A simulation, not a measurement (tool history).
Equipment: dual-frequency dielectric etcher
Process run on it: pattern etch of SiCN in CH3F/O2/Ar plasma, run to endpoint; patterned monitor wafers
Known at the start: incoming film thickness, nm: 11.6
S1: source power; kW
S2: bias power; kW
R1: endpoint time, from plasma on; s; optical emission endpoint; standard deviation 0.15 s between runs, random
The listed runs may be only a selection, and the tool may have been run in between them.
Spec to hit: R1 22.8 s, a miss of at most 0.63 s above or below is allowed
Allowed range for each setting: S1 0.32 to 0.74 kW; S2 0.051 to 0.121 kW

{"run": 1, "hour": 0.0, "S1": 0.53, "S2": 0.086, "R1": 26.115}
{"run": 2, "hour": 5.0, "S1": 0.6, "S2": 0.086, "R1": 24.654}
{"run": 3, "hour": 13.0, "S1": 0.62, "S2": 0.087, "R1": 24.416}
{"run": 4, "hour": 21.3, "S1": 0.62, "S2": 0.073, "R1": 25.935}
{"run": 5, "hour": 27.7, "S1": 0.55, "S2": 0.073, "R1": 26.886}
{"run": 6, "hour": 32.5, "S1": 0.6, "S2": 0.079, "R1": 25.647}
{"run": 7, "hour": 34.3, "S1": 0.63, "S2": 0.083, "R1": 24.984}
{"hour": 41.9, "done": "source power generator calibrated"}
{"run": 8, "hour": 41.9, "S1": 0.65, "S2": 0.088, "R1": 24.122}

4 next moves are on the table. One of them brings every result within its allowed miss. Which?
{"run": "A", "hour": 49.5, "S1": 0.66, "S2": 0.082, "R1": "?"}
{"run": "B", "hour": 49.5, "S1": 0.58, "S2": 0.078, "R1": "?"}
{"run": "C", "hour": 49.5, "S1": 0.74, "S2": 0.091, "R1": "?"}
{"run": "D", "hour": 49.5, "S1": 0.6, "S2": 0.09, "R1": "?"}

move=A R1=24.944
move=B R1=26.472
move=C R1=23.154
move=D R1=24.888
A: misses by more than the last run did
B: misses by more than the last run did
C: every result within its allowed miss
D: misses by more than the last run did
Move C is the one to make.
